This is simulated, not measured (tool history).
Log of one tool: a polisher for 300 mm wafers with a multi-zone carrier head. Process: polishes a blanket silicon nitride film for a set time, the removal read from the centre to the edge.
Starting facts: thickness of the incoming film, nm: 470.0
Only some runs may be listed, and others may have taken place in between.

run,day,flow of slurry (ml/min),pressure of the head's centre zone,pressure of the head's middle zone,pressure of the head's edge zone,polishing time (s),film removed at the wafer's centre (Å),film removed at mid-radius (Å),film removed at the wafer's edge (Å)
1,0,135,1,1,1,73,988.33,949.89,968.04
2,0.067,140,0.99,1,1.02,73,999.78,963.43,978.01
3,0.371,140,0.99,1,1.02,55,760.26,711.28,740.67
4,0.458,140,0.99,1,1.02,69,934.45,903.21,919.5
5,0.521,140,0.98,0.99,1.04,70,955.21,875.87,952.05
6,0.808,140,0.98,0.91,1.04,70,960.99,878.7,951.53
7,0.846,140,0.96,0.92,1.05,71,957.59,868.21,986.12
8,1.208,145,0.95,0.94,1.05,72,945.42,913.92,1004.3

Forecast run 9:
9,1.442,150,0.94,0.94,1.06,72,?,?,?

{"run 9": {"film removed at the wafer's centre (Å)": 951.95, "film removed at mid-radius (Å)": 911.39, "film removed at the wafer's edge (Å)": 1000.8}}
